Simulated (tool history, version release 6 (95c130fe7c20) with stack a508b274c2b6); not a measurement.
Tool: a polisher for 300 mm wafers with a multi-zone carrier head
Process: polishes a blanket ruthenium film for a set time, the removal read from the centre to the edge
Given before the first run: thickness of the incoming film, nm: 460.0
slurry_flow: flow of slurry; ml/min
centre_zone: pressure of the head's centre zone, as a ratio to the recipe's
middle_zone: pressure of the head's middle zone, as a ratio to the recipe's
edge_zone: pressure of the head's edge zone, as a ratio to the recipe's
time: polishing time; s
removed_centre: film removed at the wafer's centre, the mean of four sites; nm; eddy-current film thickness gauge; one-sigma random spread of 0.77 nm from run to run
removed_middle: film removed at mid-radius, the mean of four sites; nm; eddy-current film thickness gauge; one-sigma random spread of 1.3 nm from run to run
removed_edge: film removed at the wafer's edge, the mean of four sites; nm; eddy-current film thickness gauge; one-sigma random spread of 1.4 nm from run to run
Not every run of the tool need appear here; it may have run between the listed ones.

{"run": 1, "hour": 0.0, "slurry_flow": 290, "centre_zone": 1.0, "middle_zone": 1.0, "edge_zone": 1.0, "time": 70, "removed_centre": 90.624, "removed_middle": 87.065, "removed_edge": 90.884}
{"run": 2, "hour": 8.6, "slurry_flow": 300, "centre_zone": 1.04, "middle_zone": 1.0, "edge_zone": 1.03, "time": 72, "removed_centre": 96.961, "removed_middle": 92.615, "removed_edge": 95.692}
{"run": 3, "hour": 9.4, "slurry_flow": 360, "centre_zone": 1.04, "middle_zone": 1.0, "edge_zone": 1.03, "time": 72, "removed_centre": 99.355, "removed_middle": 92.085, "removed_edge": 96.6}
{"run": 4, "hour": 12.9, "slurry_flow": 365, "centre_zone": 1.07, "middle_zone": 0.99, "edge_zone": 1.05, "time": 73, "removed_centre": 103.08, "removed_middle": 94.604, "removed_edge": 96.262}
{"run": 5, "hour": 13.8, "slurry_flow": 365, "centre_zone": 1.08, "middle_zone": 0.96, "edge_zone": 1.06, "time": 75, "removed_centre": 106.21, "removed_middle": 93.056, "removed_edge": 99.423}
{"run": 6, "hour": 15.4, "slurry_flow": 365, "centre_zone": 1.08, "middle_zone": 0.96, "edge_zone": 1.06, "time": 60, "removed_centre": 85.679, "removed_middle": 74.488, "removed_edge": 80.441}
{"run": 7, "hour": 22.0, "slurry_flow": 365, "centre_zone": 1.1, "middle_zone": 0.95, "edge_zone": 1.08, "time": 65, "removed_centre": 93.963, "removed_middle": 81.016, "removed_edge": 85.581}

For run 8, what comes out?
{"run": 8, "hour": 24.5, "slurry_flow": 370, "centre_zone": 1.11, "middle_zone": 0.94, "edge_zone": 1.09, "time": 69, "removed_centre": "?", "removed_middle": "?", "removed_edge": "?"}

Logged for run 8: removed_centre 101.240 nm, removed_middle 85.064 nm, removed_edge 92.184 nm.
